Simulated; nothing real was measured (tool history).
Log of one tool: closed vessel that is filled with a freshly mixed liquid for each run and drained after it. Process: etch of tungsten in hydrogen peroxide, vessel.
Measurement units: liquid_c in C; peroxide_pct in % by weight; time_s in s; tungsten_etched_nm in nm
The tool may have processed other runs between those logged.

run	hour	liquid_c	peroxide_pct	time_s	tungsten_etched_nm
1	0	55	17.5	35	116.74
2	3.8	56.5	17.5	35	128.75
3	10.2	57.5	17.5	35	134.08
4	18.4	57.5	19	35	140.23
5	19.4	57.5	22.5	35	154.22
6	25.3	57.5	21	35	146.87
7	32.2	57.5	21	35	150.53

Run 8, settings as shown, results not yet in. Your forecast:
8	40.5	58	21	35	?

tungsten_etched_nm: 150.99 nm
